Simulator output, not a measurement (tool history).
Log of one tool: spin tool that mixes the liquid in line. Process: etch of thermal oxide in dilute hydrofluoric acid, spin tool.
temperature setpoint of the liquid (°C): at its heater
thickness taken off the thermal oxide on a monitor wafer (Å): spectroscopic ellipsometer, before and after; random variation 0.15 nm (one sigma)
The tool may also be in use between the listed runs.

| run | day | temperature setpoint of the liquid (°C) | parts of water to one part of 49 % hydrofluoric acid (parts by volume) | time under the liquid (s) | thickness taken off the thermal oxide on a monitor wafer (Å) |
|---|---|---|---|---|---|
| 1 | 0.000 | 21.0 | 265 | 295 | 44.106 |
| 2 | 0.296 | 21.5 | 250 | 295 | 48.144 |
| 3 | 0.354 | 21.5 | 250 | 315 | 50.820 |
| 4 | 0.492 | 21.5 | 250 | 295 | 48.737 |
| 5 | 0.862 | 22.0 | 240 | 295 | 51.653 |
| 6 | 1.038 | 22.0 | 240 | 315 | 55.285 |
| 7 | 1.362 | 22.5 | 230 | 315 | 60.299 |
| 8 | 1.658 | 23.0 | 225 | 315 | 61.746 |
| 9 | 1.754 | 23.5 | 215 | 315 | 66.127 |
| 10 | 2.017 | 24.0 | 210 | 315 | 68.634 |
| 11 | 2.254 | 24.5 | 205 | 315 | 73.156 |
| 12 | 2.325 | 24.5 | 205 | 315 | 71.755 |
| 13 | 2.554 | 25.0 | 200 | 315 | 78.227 |
| 14 | 2.688 | 25.5 | 200 | 315 | 75.444 |

Forecast run 15:
| 15 | 2.775 | 27.0 | 130 | 315 | ? |

thickness taken off the thermal oxide on a monitor wafer (Å): 137.420
